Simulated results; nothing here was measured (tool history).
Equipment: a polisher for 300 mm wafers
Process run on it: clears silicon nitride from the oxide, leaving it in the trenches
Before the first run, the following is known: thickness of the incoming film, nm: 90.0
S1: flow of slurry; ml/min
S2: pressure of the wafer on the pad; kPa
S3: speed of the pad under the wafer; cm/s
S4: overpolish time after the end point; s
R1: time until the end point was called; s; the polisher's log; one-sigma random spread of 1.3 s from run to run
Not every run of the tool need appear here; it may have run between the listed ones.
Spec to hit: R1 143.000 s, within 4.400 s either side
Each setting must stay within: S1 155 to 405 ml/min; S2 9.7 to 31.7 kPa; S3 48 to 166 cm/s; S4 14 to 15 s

run	hour	S1	S2	S3	S4	R1
1	0.0	260	20.7	106	14	101.800
2	3.1	220	20.7	106	14	102.100
3	11.6	220	18.6	106	14	114.600
4	12.2	220	21.4	106	14	99.173
5	12.9	220	21.4	106	15	100.310
6	15.2	270	21.4	106	15	96.508
7	17.5	265	20.0	106	15	105.670
8	20.0	265	19.3	106	15	106.350
9	28.9	260	18.6	106	15	111.600
10	32.5	260	17.9	106	15	115.840
11	35.2	260	17.2	106	15	118.850
12	36.7	260	16.5	106	15	125.020
13	44.3	260	15.9	106	15	130.610
14	50.6	250	15.2	106	15	136.720
15	54.5	245	15.2	106	15	135.890

Consider the 4 candidate settings below. Which is the only one whose results all fall within their allowed miss of target?
A	58.4	275	13.8	120	15	?
B	58.4	260	15.9	104	14	?
C	58.4	210	12.4	138	15	?
D	58.4	245	15.2	102	15	?

move	R1
A	133.270
B	134.760
C	132.950
D	144.310
A: moves away from the targets compared with the last run
B: moves away from the targets compared with the last run
C: moves away from the targets compared with the last run
D: meets every target
D is the move that brings every result within its allowed miss.
